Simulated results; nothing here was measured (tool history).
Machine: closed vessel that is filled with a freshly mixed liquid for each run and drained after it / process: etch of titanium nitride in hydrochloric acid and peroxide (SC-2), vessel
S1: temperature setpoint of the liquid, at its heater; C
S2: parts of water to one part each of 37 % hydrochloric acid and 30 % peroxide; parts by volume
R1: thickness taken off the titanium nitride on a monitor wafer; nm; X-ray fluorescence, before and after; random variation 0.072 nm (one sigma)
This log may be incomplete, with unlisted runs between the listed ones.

Run 1, hour 0: S1 52 C, S2 9.5 parts by volume, time in the liquid (s) 600. Result: R1 14.078 nm.
Run 2, hour 8.4: S1 52 C, S2 9.5 parts by volume, time in the liquid (s) 645. Result: R1 15.25 nm.
Run 3, hour 9.5: S1 49.5 C, S2 9.5 parts by volume, time in the liquid (s) 645. Result: R1 12.939 nm.
Run 4, hour 17.3: S1 51.5 C, S2 9.5 parts by volume, time in the liquid (s) 645. Result: R1 14.725 nm.
Run 5, hour 26.6: S1 58.5 C, S2 9.5 parts by volume, time in the liquid (s) 645. Result: R1 23.034 nm.
Run 6, hour 35.4: S1 58.5 C, S2 9.5 parts by volume, time in the liquid (s) 600. Result: R1 21.51 nm.

Estimate the outcome of run 7 from the log above:
Run 7, hour 40.7: S1 58 C, S2 9.5 parts by volume, time in the liquid (s) 600. Result: R1 ?.

R1: 20.827 nm
